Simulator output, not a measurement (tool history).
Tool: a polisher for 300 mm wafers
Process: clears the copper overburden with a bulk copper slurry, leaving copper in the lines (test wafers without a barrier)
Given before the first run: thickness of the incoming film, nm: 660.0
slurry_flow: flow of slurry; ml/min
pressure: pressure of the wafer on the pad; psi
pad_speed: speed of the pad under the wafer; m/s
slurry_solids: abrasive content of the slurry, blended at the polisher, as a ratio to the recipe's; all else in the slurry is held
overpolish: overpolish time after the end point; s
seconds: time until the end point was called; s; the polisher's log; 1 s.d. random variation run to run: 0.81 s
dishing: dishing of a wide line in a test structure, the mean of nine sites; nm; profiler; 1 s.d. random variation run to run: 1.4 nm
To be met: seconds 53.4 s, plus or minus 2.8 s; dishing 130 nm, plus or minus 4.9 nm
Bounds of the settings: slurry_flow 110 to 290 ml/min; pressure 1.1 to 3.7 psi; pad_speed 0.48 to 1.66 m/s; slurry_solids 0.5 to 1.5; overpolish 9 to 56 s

run  hour  slurry_flow  pressure  pad_speed  slurry_solids  overpolish  seconds  dishing
  1     0          185       2.4       1.06              1          29   91.677   95.486
  2   8.5          185       2.6       1.06              1          29   89.458   100.39
  3  11.9          185       2.1       1.06              1          29    108.1   86.984
  4  14.4          185       2.1       0.94              1          29   119.62   81.829
  5  22.9          185       2.3       0.96              1          28   109.15   86.604
     31.2  -- worn pad replaced by a new one
  6  31.2          185       2.5       0.98              1          27   90.699    94.64
  7  39.1          190       3.1          1              1          27   73.947   106.03
  8  41.3          190       3.2       1.02              1          27   69.692   110.66
  9  45.5          190       3.3       1.04              1          27   66.221   113.95

Consider the 5 candidate settings below. Which is the only one whose results all fall within their allowed miss of target?
  A  49.7          205       3.1        0.9              1          39        ?        ?
  B  49.7          190       2.9       0.92           1.05          51        ?        ?
  C  49.7          170       3.6        0.8            0.9          37        ?        ?
  D  49.7          160       2.9       0.94            0.7          46        ?        ?
  E  49.7          230       3.4       1.34            0.9          32        ?        ?

move  seconds  dishing
   A   78.334   119.74
   B   82.139   124.94
   C    77.15   122.48
   D   88.042   119.44
   E   51.892   130.49
A: misses by more than the last run did
B: misses by more than the last run did
C: misses by more than the last run did
D: misses by more than the last run did
E: all results land within tolerance of their targets
Correct choice: E, which meets every target

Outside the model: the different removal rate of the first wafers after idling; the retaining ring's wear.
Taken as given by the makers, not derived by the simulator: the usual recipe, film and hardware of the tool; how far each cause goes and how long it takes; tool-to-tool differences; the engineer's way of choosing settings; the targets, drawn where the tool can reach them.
